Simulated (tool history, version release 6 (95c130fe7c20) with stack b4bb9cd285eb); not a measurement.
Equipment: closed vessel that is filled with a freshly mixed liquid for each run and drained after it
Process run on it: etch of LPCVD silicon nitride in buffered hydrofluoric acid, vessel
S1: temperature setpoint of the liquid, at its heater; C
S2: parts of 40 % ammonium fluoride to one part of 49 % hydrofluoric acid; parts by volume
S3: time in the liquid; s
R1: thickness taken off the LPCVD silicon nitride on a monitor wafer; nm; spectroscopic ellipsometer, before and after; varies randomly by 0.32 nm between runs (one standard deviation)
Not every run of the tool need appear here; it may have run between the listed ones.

Run 1, hour 0.0: S1 23.0 C, S2 7.5 parts by volume, S3 3240 s. Result: R1 53.367 nm.
Run 2, hour 8.7: S1 23.0 C, S2 7.5 parts by volume, S3 3240 s. Result: R1 52.850 nm.
Run 3, hour 16.7: S1 23.0 C, S2 9.0 parts by volume, S3 3240 s. Result: R1 43.728 nm.
Run 4, hour 18.5: S1 23.0 C, S2 9.0 parts by volume, S3 3450 s. Result: R1 46.302 nm.
Run 5, hour 21.3: S1 21.0 C, S2 9.0 parts by volume, S3 3450 s. Result: R1 41.523 nm.
Run 6, hour 24.6: S1 22.5 C, S2 9.0 parts by volume, S3 3450 s. Result: R1 44.742 nm.

What will run 7 give?
Run 7, hour 32.7: S1 22.5 C, S2 9.0 parts by volume, S3 3450 s. Result: R1 ?.

Run 7 measured R1 45.427 nm.
